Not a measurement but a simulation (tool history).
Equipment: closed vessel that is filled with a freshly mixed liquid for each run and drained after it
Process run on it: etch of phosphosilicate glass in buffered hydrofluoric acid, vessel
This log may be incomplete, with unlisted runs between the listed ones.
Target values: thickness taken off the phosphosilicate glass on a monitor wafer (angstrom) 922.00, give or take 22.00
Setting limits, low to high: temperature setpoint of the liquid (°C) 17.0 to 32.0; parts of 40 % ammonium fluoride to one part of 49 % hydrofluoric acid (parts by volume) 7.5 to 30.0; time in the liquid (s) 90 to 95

run	hour	temperature setpoint of the liquid (°C)	parts of 40 % ammonium fluoride to one part of 49 % hydrofluoric acid (parts by volume)	time in the liquid (s)	thickness taken off the phosphosilicate glass on a monitor wafer (angstrom)
1	0.0	24.0	22.0	90	1385.30
2	7.3	26.5	22.0	90	1592.40
3	10.1	26.5	22.0	90	1595.80
4	17.5	24.0	22.5	90	1367.00
5	21.0	22.5	22.5	90	1268.60
6	28.6	22.5	22.5	90	1258.00
7	30.8	21.0	22.5	90	1159.40
8	38.0	20.0	22.5	90	1094.00
9	41.0	19.0	22.5	90	1039.50

5 candidate next runs follow, results not yet known. Just one meets every target within its allowed miss. Identify it.
A	44.0	21.0	22.0	95	?
B	44.0	18.5	25.5	90	?
C	44.0	17.5	24.0	95	?
D	44.0	20.5	21.5	90	?
E	44.0	19.5	21.5	95	?

move	thickness taken off the phosphosilicate glass on a monitor wafer (angstrom)
A	1238.50
B	920.36
C	957.01
D	1159.20
E	1156.80
A: further off than the last run
B: meets every target
C: better than the last run, though not everything is in spec
D: further off than the last run
E: further off than the last run
Move B is the one to make.

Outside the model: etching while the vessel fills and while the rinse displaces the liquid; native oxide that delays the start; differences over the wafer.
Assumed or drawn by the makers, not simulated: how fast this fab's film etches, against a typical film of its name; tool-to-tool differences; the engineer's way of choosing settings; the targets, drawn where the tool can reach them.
